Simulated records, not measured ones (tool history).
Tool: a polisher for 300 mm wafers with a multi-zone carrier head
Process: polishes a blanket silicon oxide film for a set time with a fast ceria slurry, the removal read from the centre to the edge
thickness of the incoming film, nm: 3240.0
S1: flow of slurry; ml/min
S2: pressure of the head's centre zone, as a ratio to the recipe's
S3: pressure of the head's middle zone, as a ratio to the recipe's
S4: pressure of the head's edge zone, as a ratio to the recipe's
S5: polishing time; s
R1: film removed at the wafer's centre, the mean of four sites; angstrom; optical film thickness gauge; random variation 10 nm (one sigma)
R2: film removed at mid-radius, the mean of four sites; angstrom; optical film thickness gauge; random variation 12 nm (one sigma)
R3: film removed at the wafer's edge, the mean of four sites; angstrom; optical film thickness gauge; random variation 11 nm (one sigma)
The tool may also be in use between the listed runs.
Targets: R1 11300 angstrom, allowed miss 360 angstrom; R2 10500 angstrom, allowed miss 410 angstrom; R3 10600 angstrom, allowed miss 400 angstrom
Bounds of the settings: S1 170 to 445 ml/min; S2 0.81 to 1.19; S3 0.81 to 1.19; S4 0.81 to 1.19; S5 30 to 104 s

run,hour,S1,S2,S3,S4,S5,R1,R2,R3
1,0.0,285,1.00,1.00,1.00,67,13848,13885,13387
2,1.3,285,0.99,0.97,0.97,64,12900,12980,12821
3,5.3,285,1.01,0.96,0.96,61,12840,12334,12129
4,6.3,285,1.01,0.96,0.96,73,14812,14552,14398
5,12.5,285,1.01,0.95,0.94,68,14218,13579,13570
6,16.7,285,1.06,0.95,0.94,68,14598,13499,13442
7,18.2,285,1.05,0.94,0.94,64,13544,12525,12474
8,18.8,280,1.04,0.93,0.93,61,12848,11946,12025
9,22.5,275,1.04,0.93,0.92,59,12420,11670,11132
10,29.0,260,1.03,0.91,0.92,59,12367,11184,11388
11,34.5,250,1.02,0.91,0.91,58,11913,11062,11119
12,37.9,240,1.02,0.90,0.90,58,11856,10885,10860

Which of these 4 next moves meets every target?
A,41.3,170,1.04,0.97,0.81,61,?,?,?
B,41.3,340,1.01,0.91,0.86,59,?,?,?
C,41.3,255,1.05,0.87,0.90,58,?,?,?
D,41.3,200,1.04,0.92,0.93,56,?,?,?

move,R1,R2,R3
A,11680,11635,10480
B,12270,11902,11211
C,12074,11006,10991
D,11101,10633,10481
A: further off than the last run
B: further off than the last run
C: further off than the last run
D: meets every target
Answer: D
